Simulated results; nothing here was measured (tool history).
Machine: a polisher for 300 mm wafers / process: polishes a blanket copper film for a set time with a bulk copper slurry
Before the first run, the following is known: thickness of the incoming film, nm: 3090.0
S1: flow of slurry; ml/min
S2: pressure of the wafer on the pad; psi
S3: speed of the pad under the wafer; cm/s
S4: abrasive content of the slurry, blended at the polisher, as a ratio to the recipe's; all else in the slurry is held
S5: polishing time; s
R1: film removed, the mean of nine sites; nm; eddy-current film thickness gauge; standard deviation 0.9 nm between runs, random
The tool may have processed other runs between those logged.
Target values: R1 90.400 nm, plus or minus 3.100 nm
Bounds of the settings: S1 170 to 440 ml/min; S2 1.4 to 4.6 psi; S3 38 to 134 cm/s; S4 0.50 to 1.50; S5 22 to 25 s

Run 1, hour 0.0: S1 280 ml/min, S2 3.0 psi, S3 86 cm/s, S4 1.00, S5 25 s. Result: R1 176.560 nm.
Run 2, hour 3.8: S1 280 ml/min, S2 3.5 psi, S3 86 cm/s, S4 1.00, S5 25 s. Result: R1 202.870 nm.
Run 3, hour 7.9: S1 280 ml/min, S2 3.5 psi, S3 86 cm/s, S4 1.00, S5 25 s. Result: R1 203.260 nm.
Run 4, hour 12.2: S1 255 ml/min, S2 3.5 psi, S3 86 cm/s, S4 1.00, S5 25 s. Result: R1 200.120 nm.
Run 5, hour 16.7: S1 255 ml/min, S2 3.5 psi, S3 96 cm/s, S4 1.00, S5 25 s. Result: R1 221.820 nm.
Run 6, hour 18.6: S1 320 ml/min, S2 3.5 psi, S3 96 cm/s, S4 1.00, S5 25 s. Result: R1 222.170 nm.
Run 7, hour 26.7: S1 320 ml/min, S2 2.9 psi, S3 86 cm/s, S4 1.00, S5 25 s. Result: R1 171.630 nm.
Run 8, hour 31.0: S1 320 ml/min, S2 2.4 psi, S3 78 cm/s, S4 1.00, S5 25 s. Result: R1 133.000 nm.
Run 9, hour 39.7: S1 320 ml/min, S2 2.1 psi, S3 76 cm/s, S4 1.00, S5 25 s. Result: R1 115.370 nm.
Run 10, hour 45.3: S1 320 ml/min, S2 2.1 psi, S3 76 cm/s, S4 1.00, S5 25 s. Result: R1 112.680 nm.
Run 11, hour 50.9: S1 315 ml/min, S2 1.9 psi, S3 76 cm/s, S4 1.00, S5 25 s. Result: R1 104.560 nm.
Run 12, hour 58.0: S1 295 ml/min, S2 1.8 psi, S3 76 cm/s, S4 1.00, S5 25 s. Result: R1 97.025 nm.
At hour 60.9: slurry nozzle cleaned.
Run 13, hour 60.9: S1 285 ml/min, S2 1.8 psi, S3 76 cm/s, S4 1.00, S5 25 s. Result: R1 100.890 nm.
Run 14, hour 61.6: S1 285 ml/min, S2 1.7 psi, S3 76 cm/s, S4 1.00, S5 25 s. Result: R1 95.405 nm.
Run 15, hour 64.9: S1 275 ml/min, S2 1.7 psi, S3 76 cm/s, S4 1.00, S5 25 s. Result: R1 95.596 nm.
Run 16, hour 73.3: S1 270 ml/min, S2 1.7 psi, S3 76 cm/s, S4 1.00, S5 25 s. Result: R1 95.442 nm.
Run 17, hour 81.4: S1 265 ml/min, S2 1.7 psi, S3 76 cm/s, S4 1.00, S5 25 s. Result: R1 94.050 nm.

Below are 5 possible settings for the next run. Only one of them brings all results inside the allowed miss of their targets. Which is it?
Run A, hour 89.5: S1 280 ml/min, S2 1.9 psi, S3 70 cm/s, S4 0.95, S5 25 s. Result: R1 ?.
Run B, hour 89.5: S1 245 ml/min, S2 2.3 psi, S3 52 cm/s, S4 1.20, S5 25 s. Result: R1 ?.
Run C, hour 89.5: S1 335 ml/min, S2 1.6 psi, S3 86 cm/s, S4 0.95, S5 25 s. Result: R1 ?.
Run D, hour 89.5: S1 175 ml/min, S2 1.8 psi, S3 96 cm/s, S4 0.75, S5 23 s. Result: R1 ?.
Run E, hour 89.5: S1 305 ml/min, S2 2.0 psi, S3 62 cm/s, S4 0.75, S5 25 s. Result: R1 ?.

move       R1
   A  100.430
   B  103.580
   C  100.880
   D   99.828
   E   90.543
A: the biggest miss grows against the last run
B: the biggest miss grows against the last run
C: the biggest miss grows against the last run
D: the biggest miss grows against the last run
E: every result lands within tolerance
E is the move that brings every result within its allowed miss.
